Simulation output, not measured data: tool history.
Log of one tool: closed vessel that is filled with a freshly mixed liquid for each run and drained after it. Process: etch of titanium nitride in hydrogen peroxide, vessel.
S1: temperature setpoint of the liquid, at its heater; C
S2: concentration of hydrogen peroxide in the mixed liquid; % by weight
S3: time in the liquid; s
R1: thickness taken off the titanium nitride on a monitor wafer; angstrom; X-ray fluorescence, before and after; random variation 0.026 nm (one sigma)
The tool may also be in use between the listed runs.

Run 1, hour 0.0: S1 46.0 C, S2 15.5 % by weight, S3 435 s. Result: R1 78.740 angstrom.
Run 2, hour 3.7: S1 43.5 C, S2 15.5 % by weight, S3 435 s. Result: R1 66.152 angstrom.
Run 3, hour 10.9: S1 41.5 C, S2 15.5 % by weight, S3 435 s. Result: R1 57.063 angstrom.
Run 4, hour 14.5: S1 36.5 C, S2 15.5 % by weight, S3 435 s. Result: R1 38.494 angstrom.
Run 5, hour 17.4: S1 40.0 C, S2 15.5 % by weight, S3 435 s. Result: R1 50.405 angstrom.
Run 6, hour 19.8: S1 39.0 C, S2 15.5 % by weight, S3 435 s. Result: R1 46.676 angstrom.
Run 7, hour 23.9: S1 38.5 C, S2 15.5 % by weight, S3 435 s. Result: R1 44.619 angstrom.

Forecast run 8:
Run 8, hour 32.4: S1 38.0 C, S2 15.5 % by weight, S3 435 s. Result: R1 ?.

{"run 8": {"R1": 43.475}}
